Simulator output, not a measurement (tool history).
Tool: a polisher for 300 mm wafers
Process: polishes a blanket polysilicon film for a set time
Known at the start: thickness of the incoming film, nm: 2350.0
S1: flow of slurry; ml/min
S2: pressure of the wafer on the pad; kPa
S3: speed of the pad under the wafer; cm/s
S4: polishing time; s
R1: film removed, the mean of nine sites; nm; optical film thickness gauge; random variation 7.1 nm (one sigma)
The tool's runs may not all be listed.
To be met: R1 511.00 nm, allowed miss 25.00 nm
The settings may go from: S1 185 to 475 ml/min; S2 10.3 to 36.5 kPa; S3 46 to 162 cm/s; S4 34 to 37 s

Run 1, hour 0.0: S1 305 ml/min, S2 23.4 kPa, S3 104 cm/s, S4 37 s. Result: R1 337.56 nm.
Run 2, hour 5.0: S1 240 ml/min, S2 23.4 kPa, S3 104 cm/s, S4 37 s. Result: R1 333.21 nm.
Run 3, hour 13.2: S1 240 ml/min, S2 23.4 kPa, S3 104 cm/s, S4 34 s. Result: R1 311.84 nm.
Run 4, hour 21.6: S1 190 ml/min, S2 23.4 kPa, S3 104 cm/s, S4 34 s. Result: R1 303.93 nm.
Run 5, hour 29.1: S1 190 ml/min, S2 24.8 kPa, S3 104 cm/s, S4 34 s. Result: R1 315.24 nm.
Run 6, hour 37.2: S1 185 ml/min, S2 24.8 kPa, S3 104 cm/s, S4 34 s. Result: R1 324.27 nm.
Run 7, hour 38.0: S1 185 ml/min, S2 31.7 kPa, S3 108 cm/s, S4 34 s. Result: R1 421.51 nm.
Run 8, hour 44.0: S1 185 ml/min, S2 32.4 kPa, S3 108 cm/s, S4 34 s. Result: R1 430.81 nm.
Run 9, hour 52.9: S1 185 ml/min, S2 33.1 kPa, S3 108 cm/s, S4 34 s. Result: R1 422.46 nm.
Run 10, hour 56.0: S1 185 ml/min, S2 33.8 kPa, S3 110 cm/s, S4 34 s. Result: R1 447.51 nm.
Run 11, hour 58.4: S1 185 ml/min, S2 35.2 kPa, S3 114 cm/s, S4 34 s. Result: R1 480.02 nm.

5 next moves are on the table. One of them brings every result within its allowed miss. Which?
Run A, hour 60.8: S1 250 ml/min, S2 33.8 kPa, S3 112 cm/s, S4 34 s. Result: R1 ?.
Run B, hour 60.8: S1 185 ml/min, S2 35.9 kPa, S3 106 cm/s, S4 37 s. Result: R1 ?.
Run C, hour 60.8: S1 250 ml/min, S2 30.3 kPa, S3 126 cm/s, S4 34 s. Result: R1 ?.
Run D, hour 60.8: S1 185 ml/min, S2 29.0 kPa, S3 120 cm/s, S4 36 s. Result: R1 ?.
Run E, hour 60.8: S1 185 ml/min, S2 35.9 kPa, S3 100 cm/s, S4 35 s. Result: R1 ?.

move      R1
   A  478.93
   B  507.10
   C  479.30
   D  447.43
   E  455.54
A: as far off as the last run
B: meets every target
C: as far off as the last run
D: further off than the last run
E: further off than the last run
The right move is B.

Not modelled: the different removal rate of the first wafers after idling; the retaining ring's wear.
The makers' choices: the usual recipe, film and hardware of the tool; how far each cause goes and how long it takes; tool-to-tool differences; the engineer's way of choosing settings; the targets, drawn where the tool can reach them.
